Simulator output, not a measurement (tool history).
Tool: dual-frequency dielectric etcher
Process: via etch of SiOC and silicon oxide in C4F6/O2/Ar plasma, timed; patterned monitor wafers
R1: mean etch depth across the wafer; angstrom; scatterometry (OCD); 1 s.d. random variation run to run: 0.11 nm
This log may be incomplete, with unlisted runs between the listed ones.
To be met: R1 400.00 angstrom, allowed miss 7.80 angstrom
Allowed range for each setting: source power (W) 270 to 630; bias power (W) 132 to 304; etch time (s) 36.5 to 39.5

Run 1, hour 0.0: source power (W) 450, bias power (W) 218, etch time (s) 39.5. Result: R1 455.60 angstrom.
Run 2, hour 0.7: source power (W) 450, bias power (W) 252, etch time (s) 39.5. Result: R1 482.43 angstrom.
Run 3, hour 8.6: source power (W) 430, bias power (W) 248, etch time (s) 39.5. Result: R1 469.27 angstrom.
Run 4, hour 17.3: source power (W) 430, bias power (W) 277, etch time (s) 39.5. Result: R1 488.50 angstrom.
Run 5, hour 18.6: source power (W) 430, bias power (W) 294, etch time (s) 39.5. Result: R1 498.50 angstrom.
Run 6, hour 21.4: source power (W) 410, bias power (W) 287, etch time (s) 39.5. Result: R1 483.03 angstrom.
Run 7, hour 26.6: source power (W) 390, bias power (W) 283, etch time (s) 39.5. Result: R1 464.84 angstrom.
Run 8, hour 34.5: source power (W) 380, bias power (W) 282, etch time (s) 39.5. Result: R1 458.18 angstrom.
Run 9, hour 35.5: source power (W) 370, bias power (W) 281, etch time (s) 39.5. Result: R1 450.75 angstrom.
Run 10, hour 36.2: source power (W) 360, bias power (W) 280, etch time (s) 39.5. Result: R1 442.84 angstrom.
Run 11, hour 40.3: source power (W) 350, bias power (W) 279, etch time (s) 39.5. Result: R1 432.84 angstrom.
Run 12, hour 45.0: source power (W) 340, bias power (W) 279, etch time (s) 39.5. Result: R1 426.16 angstrom.
Run 13, hour 45.9: source power (W) 320, bias power (W) 278, etch time (s) 39.5. Result: R1 410.71 angstrom.

Next run, 4 choices. One meets every target within its allowed miss, the rest don't. Which?
Run A, hour 46.8: source power (W) 350, bias power (W) 304, etch time (s) 37.0. Result: R1 ?.
Run B, hour 46.8: source power (W) 320, bias power (W) 268, etch time (s) 39.5. Result: R1 ?.
Run C, hour 46.8: source power (W) 350, bias power (W) 303, etch time (s) 37.5. Result: R1 ?.
Run D, hour 46.8: source power (W) 360, bias power (W) 299, etch time (s) 36.5. Result: R1 ?.

move      R1
   A  421.32
   B  403.82
   C  426.45
   D  420.14
A: the biggest miss grows against the last run
B: each result inside its tolerance
C: the biggest miss grows against the last run
D: the biggest miss grows against the last run
B meets every target.
